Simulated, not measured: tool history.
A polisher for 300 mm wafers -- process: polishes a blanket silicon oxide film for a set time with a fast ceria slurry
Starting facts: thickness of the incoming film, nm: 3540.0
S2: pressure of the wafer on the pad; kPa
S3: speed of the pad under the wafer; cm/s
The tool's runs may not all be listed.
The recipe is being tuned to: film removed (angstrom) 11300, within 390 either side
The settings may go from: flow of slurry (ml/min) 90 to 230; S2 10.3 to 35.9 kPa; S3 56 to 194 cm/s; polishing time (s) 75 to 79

Run 1, hour 0.0: flow of slurry (ml/min) 150, S2 22.8 kPa, S3 124 cm/s, polishing time (s) 75. Result: film removed (angstrom) 15528.
Run 2, hour 4.7: flow of slurry (ml/min) 150, S2 22.8 kPa, S3 154 cm/s, polishing time (s) 75. Result: film removed (angstrom) 19182.
Run 3, hour 11.5: flow of slurry (ml/min) 145, S2 20.7 kPa, S3 154 cm/s, polishing time (s) 75. Result: film removed (angstrom) 17877.
Run 4, hour 19.5: flow of slurry (ml/min) 145, S2 18.6 kPa, S3 152 cm/s, polishing time (s) 75. Result: film removed (angstrom) 16308.
Run 5, hour 20.6: flow of slurry (ml/min) 145, S2 17.2 kPa, S3 150 cm/s, polishing time (s) 75. Result: film removed (angstrom) 14848.
Run 6, hour 25.3: flow of slurry (ml/min) 145, S2 20.0 kPa, S3 150 cm/s, polishing time (s) 75. Result: film removed (angstrom) 16756.
Run 7, hour 32.9: flow of slurry (ml/min) 145, S2 17.9 kPa, S3 150 cm/s, polishing time (s) 75. Result: film removed (angstrom) 15291.
Run 8, hour 36.8: flow of slurry (ml/min) 145, S2 17.9 kPa, S3 150 cm/s, polishing time (s) 75. Result: film removed (angstrom) 15445.
Run 9, hour 43.5: flow of slurry (ml/min) 130, S2 11.0 kPa, S3 148 cm/s, polishing time (s) 75. Result: film removed (angstrom) 10334.
Run 10, hour 50.8: flow of slurry (ml/min) 135, S2 11.0 kPa, S3 148 cm/s, polishing time (s) 75. Result: film removed (angstrom) 10717.
Run 11, hour 53.9: flow of slurry (ml/min) 140, S2 11.0 kPa, S3 148 cm/s, polishing time (s) 75. Result: film removed (angstrom) 10727.

Next run, 5 choices. One meets every target within its allowed miss, the rest don't. Which?
Run A, hour 57.0: flow of slurry (ml/min) 140, S2 12.4 kPa, S3 138 cm/s, polishing time (s) 79. Result: film removed (angstrom) ?.
Run B, hour 57.0: flow of slurry (ml/min) 105, S2 11.0 kPa, S3 144 cm/s, polishing time (s) 77. Result: film removed (angstrom) ?.
Run C, hour 57.0: flow of slurry (ml/min) 135, S2 10.3 kPa, S3 142 cm/s, polishing time (s) 77. Result: film removed (angstrom) ?.
Run D, hour 57.0: flow of slurry (ml/min) 90, S2 12.4 kPa, S3 144 cm/s, polishing time (s) 75. Result: film removed (angstrom) ?.
Run E, hour 57.0: flow of slurry (ml/min) 145, S2 13.1 kPa, S3 124 cm/s, polishing time (s) 75. Result: film removed (angstrom) ?.

move  film removed (angstrom)
   A                    11488
   B                    10098
   C                    10104
   D                    10214
   E                    10279
A: every result within its allowed miss
B: further off than the last run
C: further off than the last run
D: further off than the last run
E: further off than the last run
So the answer is move A, the one that meets all the targets.
